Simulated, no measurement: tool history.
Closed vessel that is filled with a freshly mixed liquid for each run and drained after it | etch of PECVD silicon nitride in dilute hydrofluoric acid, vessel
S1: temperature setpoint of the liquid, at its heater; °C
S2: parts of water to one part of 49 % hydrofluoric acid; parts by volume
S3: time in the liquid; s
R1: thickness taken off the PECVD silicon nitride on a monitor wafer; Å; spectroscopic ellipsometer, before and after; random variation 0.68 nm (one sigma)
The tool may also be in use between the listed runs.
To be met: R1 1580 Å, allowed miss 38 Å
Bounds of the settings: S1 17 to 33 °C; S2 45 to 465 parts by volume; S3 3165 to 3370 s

Run 1, day 0: S1 25 °C, S2 255 parts by volume, S3 3165 s. Result: R1 633.15 Å.
Run 2, day 0.371: S1 22 °C, S2 255 parts by volume, S3 3165 s. Result: R1 526.47 Å.
Run 3, day 0.438: S1 22 °C, S2 255 parts by volume, S3 3165 s. Result: R1 526.71 Å.
Run 4, day 0.562: S1 22 °C, S2 255 parts by volume, S3 3370 s. Result: R1 563.24 Å.
Run 5, day 0.596: S1 19 °C, S2 255 parts by volume, S3 3370 s. Result: R1 465.47 Å.
Run 6, day 0.858: S1 19 °C, S2 255 parts by volume, S3 3370 s. Result: R1 466.7 Å.
Run 7, day 0.912: S1 21 °C, S2 245 parts by volume, S3 3370 s. Result: R1 544.81 Å.
Run 8, day 1.017: S1 23 °C, S2 230 parts by volume, S3 3370 s. Result: R1 663.6 Å.
Run 9, day 1.258: S1 24.5 °C, S2 220 parts by volume, S3 3370 s. Result: R1 764 Å.
Run 10, day 1.321: S1 28.5 °C, S2 165 parts by volume, S3 3370 s. Result: R1 1294.9 Å.

Which of these 4 next moves meets every target?
Run A, day 1.383: S1 27.5 °C, S2 140 parts by volume, S3 3320 s. Result: R1 ?.
Run B, day 1.383: S1 29 °C, S2 155 parts by volume, S3 3310 s. Result: R1 ?.
Run C, day 1.383: S1 30 °C, S2 150 parts by volume, S3 3370 s. Result: R1 ?.
Run D, day 1.383: S1 29.5 °C, S2 220 parts by volume, S3 3165 s. Result: R1 ?.

move      R1
   A  1423.2
   B    1405
   C  1571.8
   D  969.67
A: nearer than the last run, and not there yet
B: nearer than the last run, and not there yet
C: meets every target
D: further off than the last run
Move C is the one to make.
